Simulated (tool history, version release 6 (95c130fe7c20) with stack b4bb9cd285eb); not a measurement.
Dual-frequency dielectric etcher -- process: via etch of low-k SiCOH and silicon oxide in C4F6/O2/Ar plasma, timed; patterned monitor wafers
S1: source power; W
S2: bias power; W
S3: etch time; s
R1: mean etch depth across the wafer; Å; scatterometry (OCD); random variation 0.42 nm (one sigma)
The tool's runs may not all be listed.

Run 1, hour 0.0: S1 420 W, S2 229 W, S3 41.5 s. Result: R1 1078.6 Å.
Run 2, hour 8.8: S1 460 W, S2 229 W, S3 41.5 s. Result: R1 1117.4 Å.
Run 3, hour 9.7: S1 460 W, S2 252 W, S3 41.5 s. Result: R1 1150.2 Å.
Run 4, hour 18.3: S1 460 W, S2 270 W, S3 41.5 s. Result: R1 1180.8 Å.
Run 5, hour 22.8: S1 440 W, S2 264 W, S3 41.5 s. Result: R1 1136.5 Å.
Run 6, hour 30.1: S1 440 W, S2 249 W, S3 41.5 s. Result: R1 1131.9 Å.
Run 7, hour 36.8: S1 420 W, S2 244 W, S3 41.5 s. Result: R1 1101.9 Å.
Run 8, hour 43.4: S1 400 W, S2 240 W, S3 41.5 s. Result: R1 1068.6 Å.

Run 9 is up next; what results do you expect?
Run 9, hour 46.2: S1 390 W, S2 238 W, S3 41.5 s. Result: R1 ?.

{"run 9": {"R1": 1051.7}}
